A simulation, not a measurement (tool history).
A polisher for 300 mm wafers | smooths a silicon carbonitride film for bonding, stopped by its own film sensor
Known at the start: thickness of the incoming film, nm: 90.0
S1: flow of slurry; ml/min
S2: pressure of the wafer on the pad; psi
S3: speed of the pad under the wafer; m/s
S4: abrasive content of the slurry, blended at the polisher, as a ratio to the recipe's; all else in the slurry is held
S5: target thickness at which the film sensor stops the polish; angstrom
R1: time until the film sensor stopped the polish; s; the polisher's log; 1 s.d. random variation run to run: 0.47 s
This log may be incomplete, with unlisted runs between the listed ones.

run 1 day=0.000 | S1=180 S2=2.6 S3=0.90 S4=1.00 S5=790 | R1=41.405
run 2 day=0.108 | S1=205 S2=2.6 S3=0.90 S4=1.00 S5=790 | R1=40.615
run 3 day=0.238 | S1=205 S2=2.6 S3=0.90 S4=0.85 S5=790 | R1=41.999
run 4 day=0.371 | S1=200 S2=2.6 S3=0.90 S4=0.85 S5=790 | R1=42.917
run 5 day=0.462 | S1=200 S2=2.6 S3=0.90 S4=0.85 S5=790 | R1=42.622
run 6 day=0.608 | S1=200 S2=3.1 S3=0.90 S4=0.85 S5=790 | R1=35.657
run 7 day=0.900 | S1=195 S2=3.0 S3=0.90 S4=0.85 S5=790 | R1=37.857
run 8 day=1.108 | S1=190 S2=2.9 S3=0.90 S4=0.85 S5=790 | R1=38.408

Predict the results of run 9:
run 9 day=1.417 | S1=190 S2=2.8 S3=0.90 S4=0.85 S5=790 | R1=?

R1: 39.666 s

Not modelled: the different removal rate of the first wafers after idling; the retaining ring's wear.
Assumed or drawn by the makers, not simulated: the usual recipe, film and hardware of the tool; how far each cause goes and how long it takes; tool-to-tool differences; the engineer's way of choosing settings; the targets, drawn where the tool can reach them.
